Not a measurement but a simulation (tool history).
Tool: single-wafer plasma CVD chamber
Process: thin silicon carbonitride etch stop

run,hour,RF power (W),deposition time (s),mean film thickness on the monitor wafer (Å)
1,0,250,19.5,116.34
2,3.5,250,21.3,126.18
3,6.7,240,20.3,120.07
4,10.3,235,19.3,113.31
5,16.6,270,19.3,115.64
6,21.5,270,18.4,110.1
7,26,270,17.7,105.25
8,27.2,270,17.2,102.88
9,28.1,270,16.8,100.95

Run 10, settings as shown, results not yet in. Your forecast:
10,35.4,270,16.4,?

mean film thickness on the monitor wafer (Å): 98.808
